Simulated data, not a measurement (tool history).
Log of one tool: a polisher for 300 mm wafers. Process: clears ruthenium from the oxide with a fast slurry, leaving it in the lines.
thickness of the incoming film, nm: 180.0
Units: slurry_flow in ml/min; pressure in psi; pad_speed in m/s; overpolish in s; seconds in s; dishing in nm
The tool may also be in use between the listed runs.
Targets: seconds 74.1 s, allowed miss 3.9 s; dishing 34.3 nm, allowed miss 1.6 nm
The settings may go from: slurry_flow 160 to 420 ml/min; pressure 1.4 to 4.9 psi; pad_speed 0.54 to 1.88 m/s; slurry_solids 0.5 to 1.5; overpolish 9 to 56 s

Run 1, hour 0: slurry_flow 270 ml/min, pressure 3.1 psi, pad_speed 1.2 m/s, slurry_solids 1, overpolish 29 s. Result: seconds 36.119 s, dishing 86.81 nm.
Run 2, hour 8.6: slurry_flow 270 ml/min, pressure 3.1 psi, pad_speed 1.2 m/s, slurry_solids 1, overpolish 35 s. Result: seconds 36.039 s, dishing 97.999 nm.
Run 3, hour 15.2: slurry_flow 270 ml/min, pressure 2.8 psi, pad_speed 1.04 m/s, slurry_solids 1, overpolish 28 s. Result: seconds 46.579 s, dishing 74.146 nm.
Run 4, hour 21.6: slurry_flow 265 ml/min, pressure 2.6 psi, pad_speed 1 m/s, slurry_solids 0.9, overpolish 23 s. Result: seconds 54.77 s, dishing 55.964 nm.
Run 5, hour 30.7: slurry_flow 265 ml/min, pressure 2.6 psi, pad_speed 1 m/s, slurry_solids 0.75, overpolish 23 s. Result: seconds 58.916 s, dishing 53.579 nm.
Run 6, hour 36.9: slurry_flow 235 ml/min, pressure 2.6 psi, pad_speed 1 m/s, slurry_solids 0.75, overpolish 23 s. Result: seconds 59.268 s, dishing 53.496 nm.
Run 7, hour 39.5: slurry_flow 235 ml/min, pressure 2.5 psi, pad_speed 1 m/s, slurry_solids 0.7, overpolish 19 s. Result: seconds 63.452 s, dishing 43.062 nm.
Run 8, hour 47.8: slurry_flow 230 ml/min, pressure 2.4 psi, pad_speed 1 m/s, slurry_solids 0.7, overpolish 18 s. Result: seconds 65.835 s, dishing 39.619 nm.
Run 9, hour 54.9: slurry_flow 220 ml/min, pressure 2.3 psi, pad_speed 1 m/s, slurry_solids 0.7, overpolish 18 s. Result: seconds 68.909 s, dishing 37.836 nm.
Run 10, hour 58.3: slurry_flow 210 ml/min, pressure 2.3 psi, pad_speed 1 m/s, slurry_solids 0.7, overpolish 18 s. Result: seconds 70.797 s, dishing 38.255 nm.
Run 11, hour 59.7: slurry_flow 205 ml/min, pressure 2.3 psi, pad_speed 1 m/s, slurry_solids 0.7, overpolish 17 s. Result: seconds 71.524 s, dishing 36.18 nm.

Which of these 4 next moves meets every target?
Run A, hour 61.1: slurry_flow 220 ml/min, pressure 1.7 psi, pad_speed 1.22 m/s, slurry_solids 0.75, overpolish 15 s. Result: seconds ?, dishing ?.
Run B, hour 61.1: slurry_flow 180 ml/min, pressure 2.4 psi, pad_speed 0.78 m/s, slurry_solids 0.8, overpolish 17 s. Result: seconds ?, dishing ?.
Run C, hour 61.1: slurry_flow 230 ml/min, pressure 2.7 psi, pad_speed 0.92 m/s, slurry_solids 0.5, overpolish 17 s. Result: seconds ?, dishing ?.
Run D, hour 61.1: slurry_flow 165 ml/min, pressure 2.3 psi, pad_speed 1.12 m/s, slurry_solids 0.7, overpolish 15 s. Result: seconds ?, dishing ?.

move  seconds  dishing
   A   75.108    30.76
   B   83.537   31.272
   C   75.057   34.327
   D   66.057   34.404
A: takes the result that was furthest off past its target
B: takes the result that was furthest off past its target
C: meets every target
D: brings the result that was furthest off to its target, and leaves another outside
Move C is the one to make.
